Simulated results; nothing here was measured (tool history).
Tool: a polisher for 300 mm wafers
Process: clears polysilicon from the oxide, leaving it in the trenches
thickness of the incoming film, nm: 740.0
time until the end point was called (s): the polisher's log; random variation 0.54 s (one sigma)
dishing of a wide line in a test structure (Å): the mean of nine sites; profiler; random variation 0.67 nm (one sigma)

| run | hour | flow of slurry (ml/min) | pressure of the wafer on the pad (kPa) | speed of the pad under the wafer (cm/s) | overpolish time after the end point (s) | time until the end point was called (s) | dishing of a wide line in a test structure (Å) |
|---|---|---|---|---|---|---|---|
| 1 | 0 | 285 | 13.8 | 90 | 13 | 78.344 | 430.85 |
| 2 | 2.3 | 285 | 15.2 | 90 | 12 | 71.754 | 428.89 |
| 3 | 3 | 285 | 15.2 | 90 | 14 | 72.885 | 445.38 |
| 4 | 9.2 | 285 | 16.5 | 90 | 13 | 67.233 | 431.92 |
| 5 | 17.5 | 285 | 16.5 | 108 | 13 | 56.428 | 450.59 |
| 6 | 23.3 | 285 | 17.2 | 108 | 13 | 56.013 | 456.4 |

The next listed run, before its measurement:
| 7 | 26.7 | 285 | 17.9 | 108 | 13 | ? | ? |

{"run 7": {"time until the end point was called (s)": 52.898, "dishing of a wide line in a test structure (Å)": 456.27}}
